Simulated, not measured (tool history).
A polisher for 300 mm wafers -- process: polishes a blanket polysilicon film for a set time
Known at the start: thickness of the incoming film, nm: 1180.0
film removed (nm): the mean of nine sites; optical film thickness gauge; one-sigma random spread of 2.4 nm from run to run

run    day  flow of slurry (ml/min)  pressure of the wafer on the pad (psi)  speed of the pad under the wafer (m/s)  polishing time (s)  film removed (nm)
  1  0.000                      215                                     3.4                                    1.04                  28             278.96
  2  0.042                      195                                     3.4                                    1.04                  28             270.87
  3  0.138                      155                                     3.4                                    1.04                  28             268.11
  4  0.304                      155                                     3.4                                    1.26                  28             304.01
  5  0.625                      155                                     3.1                                    1.26                  28             282.20
  6  0.946                      155                                     2.8                                    1.26                  28             260.70
  7  1.317                      155                                     2.6                                    1.26                  28             248.35
  8  1.358                      155                                     2.5                                    1.26                  28             242.09

The next listed run, before its measurement:
  9  1.433                      155                                     2.5                                    1.26                  28                  ?

Run 9 produced film removed (nm) 244.45.

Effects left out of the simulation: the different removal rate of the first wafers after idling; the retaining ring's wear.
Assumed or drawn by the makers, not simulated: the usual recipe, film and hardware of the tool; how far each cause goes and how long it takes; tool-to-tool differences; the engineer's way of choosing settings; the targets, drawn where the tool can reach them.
